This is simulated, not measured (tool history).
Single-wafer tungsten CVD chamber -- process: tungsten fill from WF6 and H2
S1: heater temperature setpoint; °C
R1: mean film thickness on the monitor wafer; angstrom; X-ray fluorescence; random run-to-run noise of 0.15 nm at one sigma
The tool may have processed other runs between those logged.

{"run": 1, "hour": 0.0, "S1": 375, "chamber pressure (Torr)": 42.7, "deposition time (s)": 21.9, "R1": 506.9}
{"run": 2, "hour": 8.2, "S1": 375, "chamber pressure (Torr)": 42.7, "deposition time (s)": 21.9, "R1": 506.43}
{"run": 3, "hour": 12.6, "S1": 375, "chamber pressure (Torr)": 42.7, "deposition time (s)": 21.9, "R1": 505.22}
{"run": 4, "hour": 15.3, "S1": 375, "chamber pressure (Torr)": 42.7, "deposition time (s)": 21.9, "R1": 505.67}
{"run": 5, "hour": 19.3, "S1": 375, "chamber pressure (Torr)": 42.7, "deposition time (s)": 21, "R1": 484.79}
{"run": 6, "hour": 27.5, "S1": 375, "chamber pressure (Torr)": 37, "deposition time (s)": 21, "R1": 463.05}

Estimate the outcome of run 7 from the log above:
{"run": 7, "hour": 30.7, "S1": 377, "chamber pressure (Torr)": 37.1, "deposition time (s)": 21, "R1": "?"}

{"run 7": {"R1": 484.45}}
